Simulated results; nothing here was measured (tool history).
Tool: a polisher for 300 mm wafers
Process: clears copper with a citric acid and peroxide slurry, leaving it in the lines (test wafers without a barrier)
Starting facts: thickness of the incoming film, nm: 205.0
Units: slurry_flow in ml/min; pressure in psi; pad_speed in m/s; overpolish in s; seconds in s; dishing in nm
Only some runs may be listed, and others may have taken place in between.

{"run": 1, "hour": 0.0, "slurry_flow": 140, "pressure": 3, "pad_speed": 0.96, "slurry_solids": 1, "overpolish": 22, "seconds": 127.37, "dishing": 27.376}
{"run": 2, "hour": 6.4, "slurry_flow": 140, "pressure": 3, "pad_speed": 0.96, "slurry_solids": 0.8, "overpolish": 22, "seconds": 128.19, "dishing": 26.372}
{"run": 3, "hour": 14.3, "slurry_flow": 140, "pressure": 2.4, "pad_speed": 0.96, "slurry_solids": 0.8, "overpolish": 22, "seconds": 164.88, "dishing": 21.698}
{"run": 4, "hour": 20.3, "slurry_flow": 140, "pressure": 2.4, "pad_speed": 0.86, "slurry_solids": 0.8, "overpolish": 22, "seconds": 186.27, "dishing": 19.087}
{"run": 5, "hour": 25.8, "slurry_flow": 115, "pressure": 2.4, "pad_speed": 0.86, "slurry_solids": 0.8, "overpolish": 22, "seconds": 189.62, "dishing": 19.196}
{"run": 6, "hour": 34.9, "slurry_flow": 115, "pressure": 2.4, "pad_speed": 0.86, "slurry_solids": 0.95, "overpolish": 22, "seconds": 183.63, "dishing": 19.562}
{"run": 7, "hour": 38.5, "slurry_flow": 155, "pressure": 3.2, "pad_speed": 0.9, "slurry_solids": 1.05, "overpolish": 12, "seconds": 124.37, "dishing": 15.556}

Estimate the outcome of run 8 from the log above:
{"hour": 47.1, "done": "slurry blender recalibrated"}
{"run": 8, "hour": 47.1, "slurry_flow": 150, "pressure": 3.4, "pad_speed": 0.9, "slurry_solids": 1.05, "overpolish": 13, "seconds": "?", "dishing": "?"}

{"run 8": {"seconds": 110.58, "dishing": 19.454}}

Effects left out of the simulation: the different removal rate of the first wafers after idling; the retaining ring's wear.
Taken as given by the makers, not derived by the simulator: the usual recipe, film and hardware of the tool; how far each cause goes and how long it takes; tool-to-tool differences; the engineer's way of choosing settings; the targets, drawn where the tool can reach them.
